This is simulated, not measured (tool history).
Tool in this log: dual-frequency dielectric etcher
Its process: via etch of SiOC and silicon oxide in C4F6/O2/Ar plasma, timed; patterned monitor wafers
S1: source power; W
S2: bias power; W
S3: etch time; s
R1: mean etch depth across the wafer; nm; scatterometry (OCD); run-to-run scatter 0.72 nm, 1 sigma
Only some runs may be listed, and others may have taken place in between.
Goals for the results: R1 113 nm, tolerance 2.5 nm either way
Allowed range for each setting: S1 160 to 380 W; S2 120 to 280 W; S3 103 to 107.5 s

{"run": 1, "hour": 0.0, "S1": 270, "S2": 200, "S3": 103, "R1": 94.185}
{"run": 2, "hour": 8.1, "S1": 270, "S2": 200, "S3": 103, "R1": 94.828}
{"run": 3, "hour": 8.8, "S1": 250, "S2": 200, "S3": 103, "R1": 90.822}
{"run": 4, "hour": 16.0, "S1": 220, "S2": 200, "S3": 103, "R1": 82.296}
{"run": 5, "hour": 23.5, "S1": 170, "S2": 200, "S3": 103, "R1": 65.375}
{"run": 6, "hour": 25.8, "S1": 190, "S2": 201, "S3": 103, "R1": 73.276}
{"run": 7, "hour": 30.5, "S1": 210, "S2": 202, "S3": 103, "R1": 79.882}
{"run": 8, "hour": 35.0, "S1": 220, "S2": 203, "S3": 103, "R1": 82.72}
{"run": 9, "hour": 42.8, "S1": 230, "S2": 204, "S3": 103, "R1": 85.928}
{"run": 10, "hour": 47.9, "S1": 240, "S2": 204, "S3": 103, "R1": 87.381}
{"run": 11, "hour": 48.5, "S1": 250, "S2": 205, "S3": 103, "R1": 90.639}
{"run": 12, "hour": 54.1, "S1": 260, "S2": 206, "S3": 103, "R1": 93.167}
{"run": 13, "hour": 55.9, "S1": 270, "S2": 207, "S3": 103, "R1": 95.805}
{"run": 14, "hour": 60.9, "S1": 280, "S2": 208, "S3": 103, "R1": 97.633}

Which of these 4 next moves meets every target?
{"run": "A", "hour": 65.9, "S1": 280, "S2": 210, "S3": 107.5, "R1": "?"}
{"run": "B", "hour": 65.9, "S1": 300, "S2": 198, "S3": 104.5, "R1": "?"}
{"run": "C", "hour": 65.9, "S1": 270, "S2": 234, "S3": 107.5, "R1": "?"}
{"run": "D", "hour": 65.9, "S1": 380, "S2": 171, "S3": 107, "R1": "?"}

move=A R1=101.49
move=B R1=100.48
move=C R1=103.49
move=D R1=111.09
A: an improvement on the last run, though not all results are within tolerance
B: an improvement on the last run, though not all results are within tolerance
C: an improvement on the last run, though not all results are within tolerance
D: hits every target within its allowed miss
Correct choice: D, which meets every target
